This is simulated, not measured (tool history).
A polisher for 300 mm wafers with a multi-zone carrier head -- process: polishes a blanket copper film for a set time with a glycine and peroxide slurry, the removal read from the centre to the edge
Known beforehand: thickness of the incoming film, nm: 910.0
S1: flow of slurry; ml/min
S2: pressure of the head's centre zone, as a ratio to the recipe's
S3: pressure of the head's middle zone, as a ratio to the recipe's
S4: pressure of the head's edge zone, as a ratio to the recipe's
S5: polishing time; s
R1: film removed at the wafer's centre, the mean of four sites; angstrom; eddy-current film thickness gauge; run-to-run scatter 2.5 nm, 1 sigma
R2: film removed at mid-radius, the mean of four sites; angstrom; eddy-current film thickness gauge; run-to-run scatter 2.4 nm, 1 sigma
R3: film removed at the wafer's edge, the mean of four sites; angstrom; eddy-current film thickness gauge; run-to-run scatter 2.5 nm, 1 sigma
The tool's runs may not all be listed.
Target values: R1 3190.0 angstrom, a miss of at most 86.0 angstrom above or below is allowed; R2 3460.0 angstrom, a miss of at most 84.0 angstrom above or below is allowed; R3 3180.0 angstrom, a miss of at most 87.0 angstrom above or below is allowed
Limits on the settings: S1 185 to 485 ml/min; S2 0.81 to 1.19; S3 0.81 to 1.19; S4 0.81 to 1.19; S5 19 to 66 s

Run 1, hour 0.0: S1 310 ml/min, S2 1.00, S3 1.00, S4 1.00, S5 42 s. Result: R1 3000.7 angstrom, R2 2959.7 angstrom, R3 3100.9 angstrom.
Run 2, hour 3.0: S1 320 ml/min, S2 1.00, S3 1.02, S4 1.00, S5 42 s. Result: R1 3047.4 angstrom, R2 2979.6 angstrom, R3 3072.4 angstrom.
Run 3, hour 11.3: S1 320 ml/min, S2 1.00, S3 1.02, S4 0.92, S5 42 s. Result: R1 3013.8 angstrom, R2 2994.1 angstrom, R3 2928.5 angstrom.
Run 4, hour 11.9: S1 320 ml/min, S2 1.00, S3 1.02, S4 0.92, S5 48 s. Result: R1 3452.3 angstrom, R2 3394.1 angstrom, R3 3361.9 angstrom.
Run 5, hour 19.1: S1 320 ml/min, S2 1.00, S3 1.02, S4 0.92, S5 40 s. Result: R1 2838.7 angstrom, R2 2865.9 angstrom, R3 2793.5 angstrom.
Run 6, hour 23.4: S1 320 ml/min, S2 1.07, S3 1.02, S4 0.92, S5 40 s. Result: R1 3019.9 angstrom, R2 2829.4 angstrom, R3 2824.6 angstrom.
At hour 24.0: edge zone pressure recalibrated.
Run 7, hour 24.0: S1 325 ml/min, S2 1.06, S3 1.04, S4 0.94, S5 40 s. Result: R1 3062.0 angstrom, R2 2925.5 angstrom, R3 2752.9 angstrom.
Run 8, hour 29.4: S1 325 ml/min, S2 1.05, S3 1.05, S4 0.96, S5 41 s. Result: R1 3100.5 angstrom, R2 2967.1 angstrom, R3 2811.7 angstrom.
Run 9, hour 32.6: S1 325 ml/min, S2 1.03, S3 1.06, S4 0.97, S5 42 s. Result: R1 3140.7 angstrom, R2 3040.8 angstrom, R3 2897.3 angstrom.
Run 10, hour 38.2: S1 325 ml/min, S2 1.01, S3 1.07, S4 0.98, S5 43 s. Result: R1 3091.2 angstrom, R2 3180.2 angstrom, R3 2944.5 angstrom.
Run 11, hour 39.5: S1 330 ml/min, S2 1.00, S3 1.07, S4 0.99, S5 43 s. Result: R1 3108.6 angstrom, R2 3182.7 angstrom, R3 3058.0 angstrom.
Run 12, hour 41.4: S1 410 ml/min, S2 0.99, S3 1.15, S4 1.00, S5 43 s. Result: R1 3096.0 angstrom, R2 3353.9 angstrom, R3 3078.3 angstrom.
Run 13, hour 49.9: S1 415 ml/min, S2 0.99, S3 1.15, S4 1.00, S5 43 s. Result: R1 3128.2 angstrom, R2 3335.8 angstrom, R3 3058.5 angstrom.
Run 14, hour 52.4: S1 415 ml/min, S2 0.99, S3 1.15, S4 1.01, S5 43 s. Result: R1 3123.7 angstrom, R2 3360.1 angstrom, R3 3088.5 angstrom.
Run 15, hour 54.0: S1 420 ml/min, S2 0.99, S3 1.15, S4 1.01, S5 43 s. Result: R1 3138.9 angstrom, R2 3395.2 angstrom, R3 3082.3 angstrom.
Run 16, hour 57.6: S1 425 ml/min, S2 0.99, S3 1.15, S4 1.01, S5 43 s. Result: R1 3165.6 angstrom, R2 3355.1 angstrom, R3 3078.8 angstrom.

Below are 5 possible settings for the next run. Only one of them brings all results inside the allowed miss of their targets. Which is it?
Run A, hour 61.2: S1 485 ml/min, S2 1.00, S3 1.06, S4 1.06, S5 43 s. Result: R1 ?, R2 ?, R3 ?.
Run B, hour 61.2: S1 485 ml/min, S2 1.00, S3 1.06, S4 1.11, S5 43 s. Result: R1 ?, R2 ?, R3 ?.
Run C, hour 61.2: S1 475 ml/min, S2 0.97, S3 1.15, S4 1.00, S5 44 s. Result: R1 ?, R2 ?, R3 ?.
Run D, hour 61.2: S1 380 ml/min, S2 1.00, S3 1.07, S4 1.12, S5 43 s. Result: R1 ?, R2 ?, R3 ?.
Run E, hour 61.2: S1 425 ml/min, S2 1.00, S3 1.08, S4 1.03, S5 43 s. Result: R1 ?, R2 ?, R3 ?.

move      R1      R2      R3
   A  3174.1  3217.6  3177.5
   B  3174.1  3217.4  3248.8
   C  3154.6  3446.5  3158.4
   D  3119.1  3183.4  3222.7
   E  3145.9  3225.4  3114.3
A: misses by more than the last run did
B: misses by more than the last run did
C: every result lands within tolerance
D: misses by more than the last run did
E: misses by more than the last run did
Move C is the one to make.
